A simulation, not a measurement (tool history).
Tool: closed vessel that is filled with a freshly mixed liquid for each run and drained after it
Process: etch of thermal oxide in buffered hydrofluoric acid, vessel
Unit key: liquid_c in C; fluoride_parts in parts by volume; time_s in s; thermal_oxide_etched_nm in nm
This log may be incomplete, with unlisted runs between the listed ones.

run,hour,liquid_c,fluoride_parts,time_s,thermal_oxide_etched_nm
1,0.0,23.0,7.5,90,130.67
2,6.0,22.0,7.5,90,123.59
3,14.8,22.0,7.5,90,123.90
4,21.2,21.5,7.5,90,120.42
5,25.8,24.5,7.5,90,142.04
6,33.7,23.5,7.5,90,134.26
7,41.2,22.5,7.5,90,126.78
8,43.2,18.5,7.5,90,101.82

What will run 9 give?
9,50.7,17.5,7.5,90,?

Run 9 yielded thermal_oxide_etched_nm 96.43 nm.

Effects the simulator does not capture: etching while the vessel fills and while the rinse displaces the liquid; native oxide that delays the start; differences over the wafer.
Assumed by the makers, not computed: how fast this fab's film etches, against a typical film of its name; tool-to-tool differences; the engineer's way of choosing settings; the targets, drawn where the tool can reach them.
